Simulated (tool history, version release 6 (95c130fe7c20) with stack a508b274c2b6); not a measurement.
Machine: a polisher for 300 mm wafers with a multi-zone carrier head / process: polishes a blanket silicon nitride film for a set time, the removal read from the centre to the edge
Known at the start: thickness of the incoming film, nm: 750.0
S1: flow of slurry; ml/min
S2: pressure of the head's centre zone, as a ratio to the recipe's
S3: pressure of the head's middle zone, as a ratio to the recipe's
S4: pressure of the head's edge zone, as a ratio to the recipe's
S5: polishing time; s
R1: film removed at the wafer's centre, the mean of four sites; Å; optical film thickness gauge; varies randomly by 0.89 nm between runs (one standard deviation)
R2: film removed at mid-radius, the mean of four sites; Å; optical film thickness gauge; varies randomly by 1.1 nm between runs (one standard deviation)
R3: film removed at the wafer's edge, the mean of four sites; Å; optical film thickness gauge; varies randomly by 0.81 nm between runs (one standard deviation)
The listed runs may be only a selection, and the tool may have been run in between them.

run 1 hour=0 | S1=255 S2=1 S3=1 S4=1 S5=90 | R1=1284.7 R2=1253.6 R3=1288.8
run 2 hour=1.6 | S1=245 S2=0.98 S3=0.97 S4=1 S5=87 | R1=1233.2 R2=1200.1 R3=1220.8
run 3 hour=7.6 | S1=245 S2=0.98 S3=0.97 S4=0.93 S5=87 | R1=1217.1 R2=1178.2 R3=1190.9
run 4 hour=12.2 | S1=220 S2=0.98 S3=0.97 S4=0.93 S5=87 | R1=1187.4 R2=1168.6 R3=1160.2
run 5 hour=16.7 | S1=220 S2=0.98 S3=0.97 S4=1 S5=87 | R1=1194.8 R2=1185.8 R3=1207.8
run 6 hour=20 | S1=245 S2=0.96 S3=0.94 S4=1.03 S5=82 | R1=1141.7 R2=1111.7 R3=1181.8
run 7 hour=22.7 | S1=260 S2=0.95 S3=0.92 S4=1.05 S5=78 | R1=1093.7 R2=1036.1 R3=1130.4
run 8 hour=26.1 | S1=270 S2=0.93 S3=0.9 S4=1.07 S5=76 | R1=1049.5 R2=973.29 R3=1112.3
run 9 hour=29.8 | S1=275 S2=0.91 S3=0.89 S4=1.07 S5=75 | R1=1028.2 R2=955.89 R3=1113.1
run 10 hour=30.6 | S1=275 S2=0.9 S3=0.88 S4=1.06 S5=74 | R1=991.47 R2=951.02 R3=1076.8
run 11 hour=37.4 | S1=275 S2=0.9 S3=0.88 S4=1.06 S5=74 | R1=997.29 R2=946.14 R3=1070.4

What will run 12 give?
run 12 hour=40.7 | S1=275 S2=0.89 S3=0.87 S4=1.07 S5=73 | R1=? R2=? R3=?

{"run 12": {"R1": 970.68, "R2": 902.73, "R3": 1073.3}}

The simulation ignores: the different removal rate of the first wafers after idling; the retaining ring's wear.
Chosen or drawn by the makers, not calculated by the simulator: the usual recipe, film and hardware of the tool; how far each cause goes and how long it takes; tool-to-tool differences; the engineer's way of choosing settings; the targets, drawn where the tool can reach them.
